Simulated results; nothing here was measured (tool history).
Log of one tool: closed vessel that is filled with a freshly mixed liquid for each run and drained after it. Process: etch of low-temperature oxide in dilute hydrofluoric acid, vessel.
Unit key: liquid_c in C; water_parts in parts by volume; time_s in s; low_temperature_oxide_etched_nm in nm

run	hour	liquid_c	water_parts	time_s	low_temperature_oxide_etched_nm
1	0	22	285	285	17.238
2	0.8	19	285	285	15.478
3	3.9	22.5	285	285	17.557
4	6.2	24.5	285	285	18.942
5	8.3	22.5	295	285	16.778
6	10.9	22.5	330	285	14.615
7	12.2	21.5	330	285	14.055

Run 8 has not been measured yet. What should we expect?
8	14.2	20.5	330	285	?

low_temperature_oxide_etched_nm: 13.575 nm
